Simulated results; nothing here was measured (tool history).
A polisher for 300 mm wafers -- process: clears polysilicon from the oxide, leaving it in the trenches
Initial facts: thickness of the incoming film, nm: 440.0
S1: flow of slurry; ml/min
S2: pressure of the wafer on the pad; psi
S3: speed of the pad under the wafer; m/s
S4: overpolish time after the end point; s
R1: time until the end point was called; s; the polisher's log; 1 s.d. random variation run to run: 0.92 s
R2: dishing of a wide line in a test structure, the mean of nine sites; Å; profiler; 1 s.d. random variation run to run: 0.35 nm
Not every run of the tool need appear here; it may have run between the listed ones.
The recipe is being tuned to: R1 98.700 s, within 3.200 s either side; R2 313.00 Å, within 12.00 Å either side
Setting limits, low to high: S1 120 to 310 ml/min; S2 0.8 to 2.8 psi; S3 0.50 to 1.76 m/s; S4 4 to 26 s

run	day	S1	S2	S3	S4	R1	R2
1	0.000	200	1.8	1.12	13	42.859	382.28
2	0.125	170	1.8	1.12	13	44.957	380.09
3	0.475	170	1.8	0.84	13	59.066	348.98
4	0.604	165	1.7	0.84	12	62.095	350.17
5	0.929	165	2.1	0.84	12	50.268	356.35
6	1.229	205	2.1	0.84	12	49.854	361.84
7	1.412	190	1.6	0.80	6	68.213	250.75
8	1.617	185	1.5	0.80	7	72.989	262.77
9	1.725	180	1.4	0.80	8	78.601	272.33
10	1.858	180	1.3	0.80	9	84.610	275.11
11	1.975	180	1.3	0.80	10	84.273	291.83
12	2.196	180	1.2	0.80	11	91.046	287.52

Below are 4 possible settings for the next run. Only one of them brings all results inside the allowed miss of their targets. Which is it?
A	2.417	180	1.2	0.70	11	?	?
B	2.417	150	1.0	0.90	11	?	?
C	2.417	215	1.2	0.78	10	?	?
D	2.417	190	1.1	0.80	14	?	?

move	R1	R2
A	103.430	282.15
B	99.582	287.53
C	91.055	286.71
D	98.150	321.89
A: the result that was furthest off in the last run now lies on the other side of its target
B: corrects the largest miss of the last run, while another result sits out of spec
C: no nearer and no further than the last run
D: every result lands within tolerance
The move that meets every target is D.
